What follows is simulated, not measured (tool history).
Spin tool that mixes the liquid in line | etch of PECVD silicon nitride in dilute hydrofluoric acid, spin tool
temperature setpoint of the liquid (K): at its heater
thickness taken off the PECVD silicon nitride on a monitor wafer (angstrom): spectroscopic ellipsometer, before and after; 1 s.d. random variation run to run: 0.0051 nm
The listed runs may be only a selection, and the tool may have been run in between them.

| run | hour | temperature setpoint of the liquid (K) | parts of water to one part of 49 % hydrofluoric acid (parts by volume) | time under the liquid (s) | thickness taken off the PECVD silicon nitride on a monitor wafer (angstrom) |
|---|---|---|---|---|---|
| 1 | 0 | 293.15 | 245 | 45 | 2.223 |
| 2 | 7.1 | 296.15 | 245 | 45 | 2.9012 |
| 3 | 15.8 | 296.15 | 160 | 45 | 4.3501 |
| 4 | 20.5 | 294.15 | 160 | 45 | 3.8299 |
| 5 | 29.3 | 293.65 | 190 | 40 | 2.6205 |
| 6 | 35.8 | 293.15 | 200 | 40 | 2.4807 |
| 7 | 41.9 | 292.65 | 210 | 40 | 2.346 |
| 8 | 49.3 | 291.15 | 305 | 25 | 0.88636 |
| 9 | 57.4 | 291.65 | 300 | 25 | 0.98735 |

Expected results for the next run?
|  | 60.4 | thermometer replaced |
| 10 | 60.4 | 292.15 | 300 | 25 | ? |

Run 10 gave thickness taken off the PECVD silicon nitride on a monitor wafer (angstrom) 1.1655.
